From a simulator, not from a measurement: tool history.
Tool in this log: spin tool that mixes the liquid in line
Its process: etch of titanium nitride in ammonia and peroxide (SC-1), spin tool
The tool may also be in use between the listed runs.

run    day  temperature setpoint of the liquid (°C)  parts of water to one part of 30 % peroxide (parts by volume)  parts of 29 % ammonia solution to one part of 30 % peroxide (parts by volume)  time under the liquid (s)  thickness taken off the titanium nitride on a monitor wafer (Å)
  1  0.000                                     49.0                                                           13.5                                                                           0.75                        290                                                           261.36
  2  0.262                                     49.0                                                           13.5                                                                           0.55                        290                                                           248.08
  3  0.367                                     46.5                                                           13.5                                                                           0.55                        290                                                           207.94
  4  0.596                                     49.0                                                           13.5                                                                           0.55                        290                                                           246.54
  5  0.708                                     49.0                                                           13.5                                                                           0.40                        290                                                           232.66
  6  1.021                                     46.5                                                           13.5                                                                           0.40                        290                                                           195.77

What does the tool deliver on the next run?
  7  1.188                                     45.0                                                           13.5                                                                           0.40                        290                                                                ?

thickness taken off the titanium nitride on a monitor wafer (Å): 177.89
